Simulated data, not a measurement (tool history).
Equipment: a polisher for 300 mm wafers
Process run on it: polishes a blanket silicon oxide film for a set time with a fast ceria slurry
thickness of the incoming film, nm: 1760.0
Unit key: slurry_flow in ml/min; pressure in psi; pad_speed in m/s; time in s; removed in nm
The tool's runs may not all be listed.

| run | hour | slurry_flow | pressure | pad_speed | time | removed |
|---|---|---|---|---|---|---|
| 1 | 0 | 220 | 2.6 | 1.28 | 19 | 399.97 |
| 2 | 4.4 | 220 | 2.8 | 1.28 | 19 | 426.08 |
| 3 | 5 | 175 | 2.8 | 1.28 | 19 | 422.04 |
| 4 | 7.7 | 225 | 2.8 | 1.28 | 19 | 429.98 |
| 5 | 13.1 | 205 | 2.8 | 1.28 | 19 | 431.43 |
| 6 | 19.5 | 205 | 3 | 1.28 | 19 | 445.93 |
| 7 | 21.3 | 205 | 3.1 | 1.32 | 19 | 477.48 |
| 8 | 26.1 | 205 | 3.2 | 1.34 | 19 | 486.59 |
| 9 | 34.4 | 205 | 3.3 | 1.38 | 19 | 510.19 |
| 10 | 38.7 | 205 | 3.4 | 1.42 | 19 | 556.48 |
| 11 | 39.6 | 205 | 3.5 | 1.44 | 19 | 566.82 |

What will run 12 give?
| 12 | 43.9 | 205 | 3.6 | 1.46 | 19 | ? |

Run 12 measured removed 602.05 nm.
